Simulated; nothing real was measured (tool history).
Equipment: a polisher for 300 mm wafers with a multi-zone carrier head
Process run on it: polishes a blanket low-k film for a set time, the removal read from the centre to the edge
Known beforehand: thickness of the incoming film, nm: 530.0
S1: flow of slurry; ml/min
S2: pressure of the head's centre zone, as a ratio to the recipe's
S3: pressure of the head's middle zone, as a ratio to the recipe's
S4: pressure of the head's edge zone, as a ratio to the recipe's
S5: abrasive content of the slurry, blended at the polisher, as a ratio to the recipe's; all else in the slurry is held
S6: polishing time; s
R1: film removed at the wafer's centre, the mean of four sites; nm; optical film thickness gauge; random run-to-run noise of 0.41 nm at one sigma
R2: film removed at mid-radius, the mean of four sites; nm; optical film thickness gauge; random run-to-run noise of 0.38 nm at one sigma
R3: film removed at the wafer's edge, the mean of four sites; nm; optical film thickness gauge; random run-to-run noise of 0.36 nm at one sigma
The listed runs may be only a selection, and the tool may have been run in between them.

| run | day | S1 | S2 | S3 | S4 | S5 | S6 | R1 | R2 | R3 |
|---|---|---|---|---|---|---|---|---|---|---|
| 1 | 0.000 | 295 | 1.00 | 1.00 | 1.00 | 1.00 | 70 | 39.209 | 38.851 | 39.640 |
| 2 | 0.192 | 295 | 1.00 | 1.00 | 0.97 | 1.00 | 70 | 38.774 | 38.631 | 38.999 |
| 3 | 0.558 | 295 | 1.00 | 1.00 | 0.97 | 0.80 | 70 | 33.830 | 33.307 | 33.888 |
| 4 | 0.679 | 310 | 1.06 | 1.01 | 1.03 | 0.85 | 70 | 38.130 | 35.562 | 36.584 |
| 5 | 0.817 | 310 | 1.06 | 1.01 | 1.03 | 0.95 | 70 | 40.806 | 38.518 | 38.335 |
| 6 | 0.929 | 310 | 1.06 | 1.01 | 0.97 | 0.95 | 70 | 41.242 | 38.543 | 38.622 |
| 7 | 1.296 | 325 | 1.08 | 0.99 | 0.98 | 0.95 | 70 | 41.558 | 37.290 | 38.356 |

For run 8, what comes out?
| 8 | 1.454 | 330 | 1.10 | 0.98 | 1.00 | 0.95 | 70 | ? | ? | ? |

Run 8 came out at R1 42.170 nm, R2 38.053 nm, R3 38.075 nm.
